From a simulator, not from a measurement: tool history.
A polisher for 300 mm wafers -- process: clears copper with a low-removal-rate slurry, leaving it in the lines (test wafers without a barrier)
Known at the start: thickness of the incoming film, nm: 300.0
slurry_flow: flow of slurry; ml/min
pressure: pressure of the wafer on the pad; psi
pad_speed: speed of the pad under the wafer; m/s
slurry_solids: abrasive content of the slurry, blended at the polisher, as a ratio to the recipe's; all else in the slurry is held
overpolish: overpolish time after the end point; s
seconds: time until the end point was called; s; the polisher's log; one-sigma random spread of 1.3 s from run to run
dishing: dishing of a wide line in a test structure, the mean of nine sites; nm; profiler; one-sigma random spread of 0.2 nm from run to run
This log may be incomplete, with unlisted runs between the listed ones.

run	day	slurry_flow	pressure	pad_speed	slurry_solids	overpolish	seconds	dishing
1	0	255	2.1	0.92	1	14	157.68	17.287
2	0.133	280	2.1	0.92	1	14	157.09	17.88
3	0.354	280	2.2	0.92	1	13	151.03	17.471
4	0.646	280	1.9	0.92	1	13	169.07	15.904
5	0.721	280	1.9	0.92	0.9	13	175.12	15.507
6	0.808	285	2	0.92	0.9	12	164.82	15.299
7	0.938	290	2.1	0.92	0.9	11	159.56	14.216
8	1.225	290	2.2	0.92	0.9	11	152.32	15.078
9	1.579	290	2.3	0.92	0.9	10	147.75	14.444
10	1.638	290	2.4	0.92	0.9	10	142.8	14.775

Run 11 has not been measured yet. What should we expect?
11	1.7	295	2.9	0.92	0.9	6	?	?

{"run 11": {"seconds": 120.66, "dishing": 10.999}}
